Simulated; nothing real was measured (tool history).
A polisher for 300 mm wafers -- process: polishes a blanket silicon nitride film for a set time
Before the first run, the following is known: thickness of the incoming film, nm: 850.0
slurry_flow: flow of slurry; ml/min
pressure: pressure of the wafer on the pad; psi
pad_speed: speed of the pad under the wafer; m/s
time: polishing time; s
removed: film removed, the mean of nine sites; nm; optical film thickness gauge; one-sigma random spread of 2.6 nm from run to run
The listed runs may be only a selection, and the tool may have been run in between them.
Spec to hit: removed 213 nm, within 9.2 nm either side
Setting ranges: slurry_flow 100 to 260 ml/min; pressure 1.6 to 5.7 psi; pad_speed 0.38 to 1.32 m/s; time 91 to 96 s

run	hour	slurry_flow	pressure	pad_speed	time	removed
1	0	165	3.6	0.84	91	131.92
2	4.1	185	3.6	0.84	91	132.99
3	8	185	3.6	0.84	91	133.28
4	12.4	185	4.1	0.84	91	150.76
5	21.3	185	3.2	0.84	91	122.04
6	26.5	210	3.2	0.84	91	119.97
7	29	210	3.8	0.86	91	142.83
8	29.7	210	4.2	0.86	91	154.58
9	37.2	210	4.2	0.86	91	158.96
10	40.6	215	5.2	0.88	91	196.41
11	49	215	5.3	0.88	91	195.82

Which one of the following 5 next-run settings gets every result inside its allowed miss? There is exactly one.
A	57.4	205	5.6	1	96	?
B	57.4	210	4.7	0.92	94	?
C	57.4	185	5.1	0.82	96	?
D	57.4	210	5.1	0.96	95	?
E	57.4	210	5.7	0.98	96	?

move	removed
A	238.2
B	189.09
C	192.96
D	211.38
E	240.18
A: pushes the last run's worst result past its target
B: moves away from the targets compared with the last run
C: moves away from the targets compared with the last run
D: every result lands within tolerance
E: pushes the last run's worst result past its target
Answer: D
